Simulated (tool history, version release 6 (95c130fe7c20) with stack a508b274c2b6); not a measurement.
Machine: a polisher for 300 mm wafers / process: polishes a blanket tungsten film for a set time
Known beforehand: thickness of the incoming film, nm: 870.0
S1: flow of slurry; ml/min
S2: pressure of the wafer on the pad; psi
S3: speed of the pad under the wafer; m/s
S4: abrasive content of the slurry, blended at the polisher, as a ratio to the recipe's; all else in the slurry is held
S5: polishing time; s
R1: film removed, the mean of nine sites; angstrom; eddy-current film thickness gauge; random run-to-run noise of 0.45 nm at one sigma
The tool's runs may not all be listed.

run 1 hour=0 | S1=140 S2=2.5 S3=1.16 S4=1 S5=38 | R1=1181.5
run 2 hour=4.4 | S1=140 S2=2.5 S3=1.16 S4=1.2 S5=38 | R1=1243.4
run 3 hour=12 | S1=135 S2=2.4 S3=1.16 S4=1.2 S5=38 | R1=1172.7
run 4 hour=15.7 | S1=105 S2=2.4 S3=1.16 S4=1.2 S5=38 | R1=1121.5
run 5 hour=22.5 | S1=105 S2=2.3 S3=1.16 S4=1.2 S5=38 | R1=1090.5
run 6 hour=26.3 | S1=105 S2=2.6 S3=1.16 S4=1.2 S5=38 | R1=1207.3
run 7 hour=33.1 | S1=105 S2=2.6 S3=1.16 S4=1.2 S5=38 | R1=1224.1
run 8 hour=37.1 | S1=105 S2=2.5 S3=1.16 S4=1.2 S5=38 | R1=1183.5
run 9 hour=41.9 | S1=95 S2=1.8 S3=1.14 S4=1.2 S5=38 | R1=822.05
run 10 hour=45.2 | S1=90 S2=1.6 S3=1.14 S4=1.2 S5=38 | R1=725.14

For run 11, what comes out?
run 11 hour=48.1 | S1=85 S2=1.5 S3=1.14 S4=1.2 S5=38 | R1=?

R1: 675.37 angstrom
